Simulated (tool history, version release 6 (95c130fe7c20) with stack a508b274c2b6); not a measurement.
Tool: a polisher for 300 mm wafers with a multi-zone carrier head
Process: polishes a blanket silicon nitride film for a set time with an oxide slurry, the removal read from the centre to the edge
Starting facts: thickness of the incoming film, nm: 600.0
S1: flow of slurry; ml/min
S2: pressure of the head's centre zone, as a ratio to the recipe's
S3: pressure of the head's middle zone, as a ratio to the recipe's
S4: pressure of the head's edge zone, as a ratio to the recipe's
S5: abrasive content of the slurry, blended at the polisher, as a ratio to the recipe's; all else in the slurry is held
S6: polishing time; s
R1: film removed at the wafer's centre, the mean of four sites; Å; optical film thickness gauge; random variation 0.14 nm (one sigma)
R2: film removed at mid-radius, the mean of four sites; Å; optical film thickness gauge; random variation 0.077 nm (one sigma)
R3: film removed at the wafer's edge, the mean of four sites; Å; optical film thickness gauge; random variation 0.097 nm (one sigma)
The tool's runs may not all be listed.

{"run": 1, "hour": 0.0, "S1": 265, "S2": 1, "S3": 1, "S4": 1, "S5": 1, "S6": 38, "R1": 137.87, "R2": 140.17, "R3": 137.05}
{"run": 2, "hour": 8.6, "S1": 255, "S2": 0.97, "S3": 0.95, "S4": 0.97, "S5": 0.85, "S6": 38, "R1": 123.95, "R2": 123.75, "R3": 124.37}
{"run": 3, "hour": 11.0, "S1": 255, "S2": 0.9, "S3": 0.95, "S4": 0.97, "S5": 0.85, "S6": 38, "R1": 121.67, "R2": 123.37, "R3": 128.88}
{"run": 4, "hour": 12.3, "S1": 245, "S2": 0.88, "S3": 0.93, "S4": 0.94, "S5": 0.75, "S6": 38, "R1": 110.84, "R2": 114.6, "R3": 118.24}
{"run": 5, "hour": 17.9, "S1": 235, "S2": 0.87, "S3": 0.9, "S4": 0.91, "S5": 0.7, "S6": 38, "R1": 107.98, "R2": 108.28, "R3": 113.26}
{"run": 6, "hour": 25.7, "S1": 200, "S2": 0.87, "S3": 0.9, "S4": 0.91, "S5": 0.7, "S6": 38, "R1": 105.89, "R2": 106.23, "R3": 108.75}
{"run": 7, "hour": 29.6, "S1": 195, "S2": 0.85, "S3": 0.88, "S4": 0.91, "S5": 0.65, "S6": 38, "R1": 99.442, "R2": 99.837, "R3": 107.64}
{"run": 8, "hour": 31.9, "S1": 190, "S2": 0.85, "S3": 0.87, "S4": 0.9, "S5": 0.65, "S6": 38, "R1": 98.934, "R2": 98.05, "R3": 106.44}
{"run": 9, "hour": 39.6, "S1": 185, "S2": 0.85, "S3": 0.87, "S4": 0.89, "S5": 0.65, "S6": 38, "R1": 98.9, "R2": 97.113, "R3": 102.86}

What will run 10 give?
{"run": 10, "hour": 41.2, "S1": 180, "S2": 0.84, "S3": 0.87, "S4": 0.89, "S5": 0.65, "S6": 38, "R1": "?", "R2": "?", "R3": "?"}

Run 10 measured R1 97.114 Å, R2 96.873 Å, R3 104.65 Å.

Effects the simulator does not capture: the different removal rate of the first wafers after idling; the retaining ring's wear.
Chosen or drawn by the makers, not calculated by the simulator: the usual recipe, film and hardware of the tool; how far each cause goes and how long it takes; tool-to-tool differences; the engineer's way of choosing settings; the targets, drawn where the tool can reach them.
